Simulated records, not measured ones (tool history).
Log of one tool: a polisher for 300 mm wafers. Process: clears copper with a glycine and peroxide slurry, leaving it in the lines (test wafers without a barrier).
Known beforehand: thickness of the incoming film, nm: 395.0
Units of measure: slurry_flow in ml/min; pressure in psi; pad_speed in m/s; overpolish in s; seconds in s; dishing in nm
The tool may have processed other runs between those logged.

run	hour	slurry_flow	pressure	pad_speed	overpolish	seconds	dishing
1	0.0	135	2.0	1.18	15	86.774	43.812
2	1.4	105	2.0	1.18	15	92.387	42.638
3	4.0	105	2.3	1.18	15	84.714	47.096
4	5.0	100	2.5	1.22	17	79.465	55.244
5	7.2	100	2.5	1.22	23	78.450	69.634
6	15.3	105	2.6	1.22	23	74.551	73.716
7	17.6	110	2.7	1.22	23	71.901	74.557

What will run 8 give?
8	23.8	110	2.9	1.24	24	?	?

Run 8 produced seconds 66.518 s, dishing 81.480 nm.
